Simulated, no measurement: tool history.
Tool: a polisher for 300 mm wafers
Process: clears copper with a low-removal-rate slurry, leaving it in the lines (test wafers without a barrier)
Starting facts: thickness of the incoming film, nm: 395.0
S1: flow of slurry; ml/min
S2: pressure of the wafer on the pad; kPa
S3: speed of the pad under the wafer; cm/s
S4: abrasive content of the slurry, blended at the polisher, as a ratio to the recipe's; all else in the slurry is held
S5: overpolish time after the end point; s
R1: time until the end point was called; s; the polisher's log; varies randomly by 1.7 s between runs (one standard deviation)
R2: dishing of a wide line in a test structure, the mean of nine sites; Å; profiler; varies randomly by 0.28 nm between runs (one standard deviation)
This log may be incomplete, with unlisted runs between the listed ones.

run,hour,S1,S2,S3,S4,S5,R1,R2
1,0.0,175,22.8,88,1.00,10,117.01,255.37
2,6.5,215,22.8,88,1.00,10,111.22,259.61
3,9.6,215,22.8,88,0.85,10,116.27,249.91
4,14.1,205,21.4,88,0.85,11,123.42,254.47
5,20.9,205,21.4,104,0.85,11,107.37,297.29
6,26.1,205,21.4,104,0.85,14,106.56,366.62
7,30.8,195,19.3,104,0.85,14,114.69,343.46
8,31.7,190,17.2,104,0.85,14,129.33,308.00

Estimate the outcome of run 9 from the log above:
9,34.3,185,16.5,104,0.85,14,?,?

Run 9 produced R1 131.60 s, R2 295.72 Å.

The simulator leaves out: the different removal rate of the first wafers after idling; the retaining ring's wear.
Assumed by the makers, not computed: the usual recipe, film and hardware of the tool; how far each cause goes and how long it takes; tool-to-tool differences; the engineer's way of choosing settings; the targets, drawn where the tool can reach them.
